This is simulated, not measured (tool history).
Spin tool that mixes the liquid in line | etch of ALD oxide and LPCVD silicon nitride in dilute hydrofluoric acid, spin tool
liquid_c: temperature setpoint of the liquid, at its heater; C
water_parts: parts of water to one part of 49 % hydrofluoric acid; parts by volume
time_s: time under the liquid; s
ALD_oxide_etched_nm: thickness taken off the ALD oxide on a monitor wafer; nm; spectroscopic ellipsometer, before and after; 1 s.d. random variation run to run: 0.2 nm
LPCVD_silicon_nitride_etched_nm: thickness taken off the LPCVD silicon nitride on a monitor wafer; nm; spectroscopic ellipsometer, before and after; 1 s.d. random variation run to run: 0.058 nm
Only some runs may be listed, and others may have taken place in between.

run  hour  liquid_c  water_parts  time_s  ALD_oxide_etched_nm  LPCVD_silicon_nitride_etched_nm
  1     0        23          115     130                14.07                          0.48914
  2   4.9        25           95     130               18.958                          0.62882
  3  11.1        25           60     130               31.464                           0.9654
  4  15.5        28           60     130               35.929                           1.1471
  5  16.8        28           60     100               27.215                          0.95947
  6  17.5        28           85     100               18.799                          0.63911
  7  22.7        29           75     100               22.231                          0.74545
  8  25.7      29.5           65     100               26.618                          0.95499
     31.8  -- thermometer replaced
  9  31.8      29.5           60     100               31.662                           1.1828
 10  35.2        30           60     100               32.105                           1.1379
 11  39.4      30.5           60     100               32.416                           1.3247
 12  48.3        28           40     100               45.504                           1.6972
 13  56.3      25.5           45     100               36.227                           1.1558

Forecast run 14:
 14  57.8        25           50     100                    ?                                ?

{"run 14": {"ALD_oxide_etched_nm": 31.568, "LPCVD_silicon_nitride_etched_nm": 0.96059}}
